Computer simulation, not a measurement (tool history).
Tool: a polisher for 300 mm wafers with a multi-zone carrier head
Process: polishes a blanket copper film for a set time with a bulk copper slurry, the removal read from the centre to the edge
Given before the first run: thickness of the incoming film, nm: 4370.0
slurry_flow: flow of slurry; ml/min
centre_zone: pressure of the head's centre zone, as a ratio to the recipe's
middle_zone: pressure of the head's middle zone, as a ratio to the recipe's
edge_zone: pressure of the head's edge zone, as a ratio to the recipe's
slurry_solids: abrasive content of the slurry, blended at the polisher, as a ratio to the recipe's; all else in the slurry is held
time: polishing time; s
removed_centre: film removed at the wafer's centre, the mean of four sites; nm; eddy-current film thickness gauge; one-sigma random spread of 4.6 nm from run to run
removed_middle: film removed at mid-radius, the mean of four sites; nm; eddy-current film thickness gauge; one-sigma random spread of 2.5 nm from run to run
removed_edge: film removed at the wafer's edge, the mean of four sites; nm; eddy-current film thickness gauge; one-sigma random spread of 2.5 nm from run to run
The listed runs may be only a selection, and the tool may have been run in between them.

| run | hour | slurry_flow | centre_zone | middle_zone | edge_zone | slurry_solids | time | removed_centre | removed_middle | removed_edge |
|---|---|---|---|---|---|---|---|---|---|---|
| 1 | 0 | 260 | 1 | 1 | 1 | 1 | 31 | 304.31 | 325.19 | 324.17 |
| 2 | 2.3 | 260 | 1 | 1 | 1 | 0.9 | 31 | 303.15 | 315.98 | 316.79 |
| 3 | 6.5 | 260 | 1 | 1 | 0.95 | 0.9 | 31 | 308.67 | 315.24 | 307.44 |
| 4 | 9.7 | 275 | 1.02 | 1.03 | 0.96 | 0.9 | 31 | 315.75 | 324.17 | 312.31 |
| 5 | 15.8 | 275 | 1.02 | 1.03 | 0.96 | 0.9 | 35 | 353.27 | 369.14 | 354.89 |
| 6 | 22.9 | 275 | 1.02 | 1.08 | 0.96 | 0.9 | 35 | 360.48 | 376.56 | 352.7 |
| 7 | 28.3 | 260 | 1.01 | 1.08 | 0.94 | 0.9 | 35 | 353.01 | 374.06 | 353.38 |
| 8 | 33 | 265 | 1 | 1.09 | 0.92 | 0.85 | 35 | 344.87 | 380.86 | 336.93 |
| 9 | 34.8 | 255 | 1 | 1.08 | 0.92 | 0.85 | 35 | 346.53 | 369.85 | 342.21 |

Run 10 has not been measured yet. What should we expect?
| 10 | 43.3 | 255 | 0.99 | 1.08 | 0.91 | 0.85 | 35 | ? | ? | ? |

For run 10 the tool returned removed_centre 341.75 nm, removed_middle 374.05 nm, removed_edge 335.47 nm.
